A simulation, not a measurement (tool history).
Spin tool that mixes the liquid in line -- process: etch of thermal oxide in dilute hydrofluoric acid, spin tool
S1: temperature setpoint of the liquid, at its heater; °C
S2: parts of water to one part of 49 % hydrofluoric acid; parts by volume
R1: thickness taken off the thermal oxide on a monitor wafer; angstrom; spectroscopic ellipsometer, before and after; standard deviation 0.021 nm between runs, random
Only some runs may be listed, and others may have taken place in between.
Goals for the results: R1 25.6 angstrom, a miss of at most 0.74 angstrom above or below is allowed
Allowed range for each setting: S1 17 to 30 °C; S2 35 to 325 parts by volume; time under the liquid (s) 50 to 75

{"run": 1, "hour": 0.0, "S1": 22, "S2": 180, "time under the liquid (s)": 75, "R1": 14.348}
{"run": 2, "hour": 6.4, "S1": 22, "S2": 180, "time under the liquid (s)": 50, "R1": 9.5256}
{"run": 3, "hour": 10.3, "S1": 22.5, "S2": 170, "time under the liquid (s)": 50, "R1": 10.387}
{"run": 4, "hour": 16.5, "S1": 22.5, "S2": 170, "time under the liquid (s)": 50, "R1": 10.434}
{"run": 5, "hour": 22.7, "S1": 22.5, "S2": 120, "time under the liquid (s)": 50, "R1": 15.482}
{"run": 6, "hour": 25.9, "S1": 22.5, "S2": 185, "time under the liquid (s)": 50, "R1": 9.3281}
{"run": 7, "hour": 29.7, "S1": 22.5, "S2": 170, "time under the liquid (s)": 50, "R1": 10.433}
{"run": 8, "hour": 31.8, "S1": 22.5, "S2": 160, "time under the liquid (s)": 50, "R1": 11.043}
{"run": 9, "hour": 39.5, "S1": 22.5, "S2": 145, "time under the liquid (s)": 50, "R1": 12.521}
{"run": 10, "hour": 46.2, "S1": 22.5, "S2": 135, "time under the liquid (s)": 50, "R1": 13.845}
{"run": 11, "hour": 50.4, "S1": 22.5, "S2": 125, "time under the liquid (s)": 50, "R1": 14.87}
{"run": 12, "hour": 54.4, "S1": 22.5, "S2": 120, "time under the liquid (s)": 50, "R1": 15.67}
{"run": 13, "hour": 63.3, "S1": 22.5, "S2": 115, "time under the liquid (s)": 50, "R1": 16.3}
{"run": 14, "hour": 65.8, "S1": 22.5, "S2": 110, "time under the liquid (s)": 50, "R1": 17.312}
{"run": 15, "hour": 71.2, "S1": 26.5, "S2": 85, "time under the liquid (s)": 50, "R1": 27.094}
{"hour": 77.2, "done": "hydrofluoric acid flow meter replaced"}
{"run": 16, "hour": 77.2, "S1": 25.5, "S2": 85, "time under the liquid (s)": 50, "R1": 30.078}
{"run": 17, "hour": 82.9, "S1": 24.5, "S2": 85, "time under the liquid (s)": 50, "R1": 28.264}
{"run": 18, "hour": 83.7, "S1": 24, "S2": 85, "time under the liquid (s)": 50, "R1": 28.005}
{"run": 19, "hour": 92.4, "S1": 23, "S2": 85, "time under the liquid (s)": 50, "R1": 26.714}
{"run": 20, "hour": 99.9, "S1": 22.5, "S2": 85, "time under the liquid (s)": 50, "R1": 26.284}

Consider the 4 candidate settings below. Which is the only one whose results all fall within their allowed miss of target?
{"run": "A", "hour": 107.4, "S1": 25, "S2": 90, "time under the liquid (s)": 50, "R1": "?"}
{"run": "B", "hour": 107.4, "S1": 21.5, "S2": 80, "time under the liquid (s)": 50, "R1": "?"}
{"run": "C", "hour": 107.4, "S1": 20, "S2": 110, "time under the liquid (s)": 75, "R1": "?"}
{"run": "D", "hour": 107.4, "S1": 22, "S2": 115, "time under the liquid (s)": 70, "R1": "?"}

move=A R1=27.481
move=B R1=27.18
move=C R1=26.943
move=D R1=25.93
A: lands further from the targets than the last run did
B: lands further from the targets than the last run did
C: lands further from the targets than the last run did
D: hits every target within its allowed miss
So the answer is move D, the one that meets all the targets.
